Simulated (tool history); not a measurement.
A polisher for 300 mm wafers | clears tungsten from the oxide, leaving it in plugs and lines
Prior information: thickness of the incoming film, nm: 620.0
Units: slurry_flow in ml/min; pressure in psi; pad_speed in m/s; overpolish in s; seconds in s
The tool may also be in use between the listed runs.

Run 1, hour 0: slurry_flow 195 ml/min, pressure 4.7 psi, pad_speed 1.18 m/s, slurry_solids 1, overpolish 21 s. Result: seconds 68.484 s.
Run 2, hour 4.7: slurry_flow 160 ml/min, pressure 4.7 psi, pad_speed 1.18 m/s, slurry_solids 1, overpolish 21 s. Result: seconds 70.556 s.
Run 3, hour 7.4: slurry_flow 160 ml/min, pressure 5 psi, pad_speed 1.2 m/s, slurry_solids 1, overpolish 21 s. Result: seconds 69.11 s.
Run 4, hour 12.2: slurry_flow 160 ml/min, pressure 5 psi, pad_speed 1.2 m/s, slurry_solids 1, overpolish 21 s. Result: seconds 67.569 s.
Run 5, hour 12.9: slurry_flow 160 ml/min, pressure 4.4 psi, pad_speed 1.2 m/s, slurry_solids 1, overpolish 21 s. Result: seconds 72.718 s.
Run 6, hour 16.8: slurry_flow 160 ml/min, pressure 4.9 psi, pad_speed 1.24 m/s, slurry_solids 1, overpolish 21 s. Result: seconds 66.791 s.
Run 7, hour 18: slurry_flow 165 ml/min, pressure 5.2 psi, pad_speed 1.26 m/s, slurry_solids 1, overpolish 21 s. Result: seconds 62.611 s.
Run 8, hour 22.8: slurry_flow 165 ml/min, pressure 5.4 psi, pad_speed 1.28 m/s, slurry_solids 1, overpolish 21 s. Result: seconds 60.599 s.

The next listed run, before its measurement:
Run 9, hour 25.5: slurry_flow 165 ml/min, pressure 5.6 psi, pad_speed 1.3 m/s, slurry_solids 1, overpolish 21 s. Result: seconds ?.

seconds: 58.367 s

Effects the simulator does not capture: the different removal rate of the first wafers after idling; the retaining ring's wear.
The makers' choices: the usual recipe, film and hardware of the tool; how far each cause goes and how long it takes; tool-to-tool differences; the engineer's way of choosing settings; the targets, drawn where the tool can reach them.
